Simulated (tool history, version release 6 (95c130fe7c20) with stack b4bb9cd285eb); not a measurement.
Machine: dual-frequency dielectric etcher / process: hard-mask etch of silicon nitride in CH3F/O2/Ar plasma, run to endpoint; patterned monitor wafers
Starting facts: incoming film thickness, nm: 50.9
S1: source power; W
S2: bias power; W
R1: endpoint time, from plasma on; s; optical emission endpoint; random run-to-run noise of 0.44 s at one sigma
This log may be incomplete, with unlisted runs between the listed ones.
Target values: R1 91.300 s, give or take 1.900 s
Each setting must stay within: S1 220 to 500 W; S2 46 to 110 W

run	hour	S1	S2	R1
1	0.0	360	78	73.602
2	1.6	320	73	79.609
3	2.8	380	73	72.313
4	10.0	320	73	79.363
5	18.4	300	72	82.457
6	24.7	280	71	85.926
7	30.1	270	71	88.332
8	30.8	240	70	95.195

4 next moves are on the table. One of them brings every result within its allowed miss. Which?
A	31.5	250	75	?
B	31.5	290	69	?
C	31.5	250	62	?
D	31.5	240	66	?

move	R1
A	90.753
B	85.047
C	95.389
D	96.293
A: every result within its allowed miss
B: pushes the last run's worst result past its target
C: just as far off the targets as the last run
D: further off than the last run
The right move is A.
